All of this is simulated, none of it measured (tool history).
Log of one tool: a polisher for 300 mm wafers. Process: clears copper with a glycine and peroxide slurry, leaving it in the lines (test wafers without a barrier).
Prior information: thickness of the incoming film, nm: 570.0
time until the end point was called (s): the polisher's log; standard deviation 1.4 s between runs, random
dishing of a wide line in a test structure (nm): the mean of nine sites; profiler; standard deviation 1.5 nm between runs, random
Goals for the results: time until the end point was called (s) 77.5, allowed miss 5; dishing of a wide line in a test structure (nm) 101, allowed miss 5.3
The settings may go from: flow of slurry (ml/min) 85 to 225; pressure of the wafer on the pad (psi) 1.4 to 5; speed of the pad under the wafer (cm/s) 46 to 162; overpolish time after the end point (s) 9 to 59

run  hour  flow of slurry (ml/min)  pressure of the wafer on the pad (psi)  speed of the pad under the wafer (cm/s)  overpolish time after the end point (s)  time until the end point was called (s)  dishing of a wide line in a test structure (nm)
  1     0                      145                                     3.2                                      104                                       30                                   111.22                                           73.439
  2   8.2                      145                                     3.2                                      126                                       30                                   92.676                                           80.512
  3  14.5                      130                                     3.2                                      126                                       30                                   96.936                                           80.375
  4    23                      150                                     3.2                                      126                                       30                                    95.11                                           81.971
  5    25                      150                                     3.6                                      126                                       30                                   89.585                                           83.311
  6    28                      150                                     3.7                                      128                                       31                                    84.79                                           87.865
  7  31.7                      150                                     3.8                                      128                                       32                                   84.026                                           86.145
  8  37.9                      150                                     3.8                                      130                                       34                                   84.952                                           89.598
  9    44                      150                                     3.9                                      132                                       35                                   82.509                                           91.484
 10  45.9                      150                                       4                                      132                                       36                                   78.608                                           93.489
 11  52.8                      150                                       4                                      132                                       37                                   83.219                                           94.216

Exactly one of the 4 candidate moves below puts every result within its allowed miss. Which one?
  A  59.7                      140                                     4.7                                      152                                       25                                        ?                                                ?
  B  59.7                      115                                       4                                      146                                       34                                        ?                                                ?
  C  59.7                      195                                     4.4                                      126                                       41                                        ?                                                ?
  D  59.7                      145                                     4.4                                      152                                       38                                        ?                                                ?

move  time until the end point was called (s)  dishing of a wide line in a test structure (nm)
   A                                   65.035                                           90.478
   B                                    77.82                                            94.17
   C                                   75.818                                            102.1
   D                                   67.277                                           102.09
A: further off than the last run
B: about the same distance from the targets as the last run
C: in spec on every target
D: the furthest-off result lands on target, but another misses its tolerance
The right move is C.
